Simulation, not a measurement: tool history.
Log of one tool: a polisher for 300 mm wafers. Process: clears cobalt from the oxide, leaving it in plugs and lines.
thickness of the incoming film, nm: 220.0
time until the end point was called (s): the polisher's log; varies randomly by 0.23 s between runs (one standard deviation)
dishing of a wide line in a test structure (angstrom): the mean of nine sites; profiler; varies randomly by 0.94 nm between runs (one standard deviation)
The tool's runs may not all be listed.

run	hour	flow of slurry (ml/min)	pressure of the wafer on the pad (kPa)	speed of the pad under the wafer (m/s)	overpolish time after the end point (s)	time until the end point was called (s)	dishing of a wide line in a test structure (angstrom)
1	0	275	15.9	0.84	20	46.072	348.64
2	8.8	275	19.3	0.84	20	38.737	354.25
3	17.1	340	19.3	0.84	20	36.882	358.91
4	18.1	350	20.7	0.84	20	35.038	365.08
5	26.6	385	20.7	0.84	20	34.232	362.65
6	30.7	385	22.1	0.84	20	32.527	369.78
# hour 39.2: worn pad replaced by a new one
7	39.2	385	22.8	0.86	20	28.884	363.09
8	47.3	385	22.8	0.86	21	28.781	377.31

Run 9, settings as shown, results not yet in. Your forecast:
9	55.8	385	23.4	0.86	21	?	?

time until the end point was called (s): 27.844
dishing of a wide line in a test structure (angstrom): 367.72

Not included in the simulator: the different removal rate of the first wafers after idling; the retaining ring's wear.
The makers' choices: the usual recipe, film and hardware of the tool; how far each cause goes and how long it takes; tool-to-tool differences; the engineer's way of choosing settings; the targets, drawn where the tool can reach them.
